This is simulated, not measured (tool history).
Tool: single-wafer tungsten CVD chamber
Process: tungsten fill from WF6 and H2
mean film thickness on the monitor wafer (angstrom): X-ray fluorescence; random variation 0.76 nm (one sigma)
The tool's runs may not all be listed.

| run | day | heater temperature setpoint (K) | chamber pressure (Torr) | deposition time (s) | mean film thickness on the monitor wafer (angstrom) |
|---|---|---|---|---|---|
| 1 | 0 | 663.15 | 41.4 | 39 | 1136.7 |
| 2 | 0.262 | 666.15 | 41.5 | 39 | 1199.7 |
| 3 | 0.462 | 669.15 | 41.6 | 39 | 1262.7 |
| 4 | 0.829 | 669.15 | 38.7 | 39 | 1210.5 |
| 5 | 1.092 | 672.15 | 38.8 | 39 | 1261.8 |
| 6 | 1.333 | 674.15 | 39.2 | 39 | 1321 |
| 7 | 1.454 | 676.15 | 39.3 | 39 | 1367.9 |
| 8 | 1.817 | 678.15 | 39.4 | 39 | 1410.3 |
| 9 | 2.092 | 679.15 | 39.6 | 39 | 1437.2 |
| 10 | 2.358 | 680.15 | 39.7 | 39 | 1473.6 |
| 11 | 2.675 | 681.15 | 39.7 | 39 | 1492 |

Forecast run 12:
| 12 | 2.846 | 682.15 | 39.7 | 39 | ? |

Run 12 gave mean film thickness on the monitor wafer (angstrom) 1503.8.
